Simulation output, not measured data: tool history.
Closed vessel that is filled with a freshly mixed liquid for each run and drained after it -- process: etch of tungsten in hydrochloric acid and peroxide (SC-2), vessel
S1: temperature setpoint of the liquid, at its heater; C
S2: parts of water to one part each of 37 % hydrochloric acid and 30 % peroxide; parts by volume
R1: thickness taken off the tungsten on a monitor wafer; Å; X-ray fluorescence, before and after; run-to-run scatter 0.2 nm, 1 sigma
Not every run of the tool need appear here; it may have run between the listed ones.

Run 1, hour 0: S1 52 C, S2 10 parts by volume, time in the liquid (s) 105. Result: R1 288.03 Å.
Run 2, hour 7.9: S1 51 C, S2 10 parts by volume, time in the liquid (s) 105. Result: R1 269.61 Å.
Run 3, hour 11: S1 50 C, S2 10 parts by volume, time in the liquid (s) 105. Result: R1 245.68 Å.
Run 4, hour 14.4: S1 49.5 C, S2 10 parts by volume, time in the liquid (s) 105. Result: R1 240.57 Å.
Run 5, hour 18.2: S1 49.5 C, S2 10 parts by volume, time in the liquid (s) 115. Result: R1 264.54 Å.
Run 6, hour 20.1: S1 49 C, S2 10 parts by volume, time in the liquid (s) 115. Result: R1 252.02 Å.

The next listed run, before its measurement:
Run 7, hour 21.2: S1 48.5 C, S2 10 parts by volume, time in the liquid (s) 115. Result: R1 ?.

{"run 7": {"R1": 246.18}}
